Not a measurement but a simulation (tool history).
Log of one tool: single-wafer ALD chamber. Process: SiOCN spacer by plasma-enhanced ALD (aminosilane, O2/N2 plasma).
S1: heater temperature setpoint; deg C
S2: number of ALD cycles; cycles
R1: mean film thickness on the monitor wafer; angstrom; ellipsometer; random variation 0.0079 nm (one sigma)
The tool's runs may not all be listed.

run,hour,S1,S2,R1
1,0,405,35,21.016
2,6.7,405,39,23.301
3,11.6,409,37,21.698
4,20.4,413,36,20.992
5,21.7,407,36,21.482
6,23.9,411,35,20.836
7,29.7,413,34,19.784
8,35.1,416,34,19.66
9,42.7,418,34,19.601

The next listed run, before its measurement:
10,47.1,420,34,?

{"run 10": {"R1": 19.461}}
